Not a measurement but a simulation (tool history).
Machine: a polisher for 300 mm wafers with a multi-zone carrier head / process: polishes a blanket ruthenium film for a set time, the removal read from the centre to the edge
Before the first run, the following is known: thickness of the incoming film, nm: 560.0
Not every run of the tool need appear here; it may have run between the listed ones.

run	hour	flow of slurry (ml/min)	pressure of the head's centre zone	pressure of the head's middle zone	pressure of the head's edge zone	polishing time (s)	film removed at the wafer's centre (Å)	film removed at mid-radius (Å)	film removed at the wafer's edge (Å)
1	0.0	290	1.00	1.00	1.00	56	996.62	997.99	1003.90
2	4.9	300	1.04	1.06	1.02	60	1147.30	1138.30	1082.50
3	7.8	305	1.05	1.10	1.05	63	1216.60	1214.40	1166.20
4	10.4	305	1.05	1.10	1.05	56	1083.40	1101.50	1002.40
5	11.1	305	1.05	1.10	0.97	56	1067.20	1071.00	996.68
6	12.9	305	1.01	1.10	0.97	56	1032.60	1099.10	975.83
7	18.2	310	1.03	1.12	0.99	61	1136.50	1202.70	1064.00
8	20.9	310	1.04	1.13	1.02	65	1222.10	1293.80	1195.40

Expected results for the next run?
9	25.8	330	1.06	1.15	1.01	67	?	?	?

{"run 9": {"film removed at the wafer's centre (Å)": 1311.3, "film removed at mid-radius (Å)": 1356.3, "film removed at the wafer's edge (Å)": 1219.0}}
